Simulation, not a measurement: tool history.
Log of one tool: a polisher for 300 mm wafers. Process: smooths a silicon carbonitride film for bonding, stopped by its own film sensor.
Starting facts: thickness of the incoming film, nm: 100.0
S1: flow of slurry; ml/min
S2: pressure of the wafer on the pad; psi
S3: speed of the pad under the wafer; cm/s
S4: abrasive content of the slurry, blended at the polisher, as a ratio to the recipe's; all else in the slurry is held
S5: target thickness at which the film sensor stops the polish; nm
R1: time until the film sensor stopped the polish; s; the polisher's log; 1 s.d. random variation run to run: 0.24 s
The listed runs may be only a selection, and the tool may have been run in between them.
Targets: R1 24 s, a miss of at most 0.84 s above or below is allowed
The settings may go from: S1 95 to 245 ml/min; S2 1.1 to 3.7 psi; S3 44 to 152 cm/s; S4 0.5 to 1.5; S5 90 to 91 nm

run	hour	S1	S2	S3	S4	S5	R1
1	0	155	2.4	98	1	90	32.09
2	1.6	155	2.4	88	1	90	34.709
3	10.3	155	2.4	106	1	90	30.276
4	11.5	155	2.8	106	1	90	26.501
5	16.4	160	2.8	106	1	90	26.216
6	23.4	165	2.8	106	1	90	25.755
7	28.1	170	2.8	106	1	90	25.77
8	31.5	175	2.8	106	1	90	25.243
9	36.1	180	2.8	106	1	90	25.678

Which single option among these 4 for the next run brings every result within its allowed miss of target? Just one does.
A	40.7	200	2.8	110	1	91	?
B	40.7	230	2.5	90	0.9	91	?
C	40.7	210	3	100	1	90	?
D	40.7	195	3	102	1	91	?

move	R1
A	22.135
B	29.592
C	24.406
D	21.89
A: takes the result that was furthest off past its target
B: further off than the last run
C: in spec on every target
D: takes the result that was furthest off past its target
The move that meets every target is C.
